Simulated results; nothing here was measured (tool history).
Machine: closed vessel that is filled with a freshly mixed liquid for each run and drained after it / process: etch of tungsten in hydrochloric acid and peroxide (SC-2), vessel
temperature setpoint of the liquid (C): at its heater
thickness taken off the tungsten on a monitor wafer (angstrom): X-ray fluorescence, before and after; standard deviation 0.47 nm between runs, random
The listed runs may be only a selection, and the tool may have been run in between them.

run  hour  temperature setpoint of the liquid (C)  parts of water to one part each of 37 % hydrochloric acid and 30 % peroxide (parts by volume)  time in the liquid (s)  thickness taken off the tungsten on a monitor wafer (angstrom)
  1   0.0                                    60.0                                                                                            6.5                     290                                                          962.53
  2   4.5                                    60.0                                                                                            6.5                     310                                                         1021.00
  3   9.2                                    60.0                                                                                            6.5                     290                                                          945.39
  4  13.0                                    59.0                                                                                            6.5                     290                                                          891.30
  5  14.1                                    58.0                                                                                            6.5                     290                                                          837.07
  6  17.3                                    60.5                                                                                            6.5                     290                                                          991.02
  7  24.3                                    59.5                                                                                            6.5                     290                                                          940.74

What will run 8 give?
  8  25.3                                    59.5                                                                                            6.5                     290                                                               ?

thickness taken off the tungsten on a monitor wafer (angstrom): 925.32
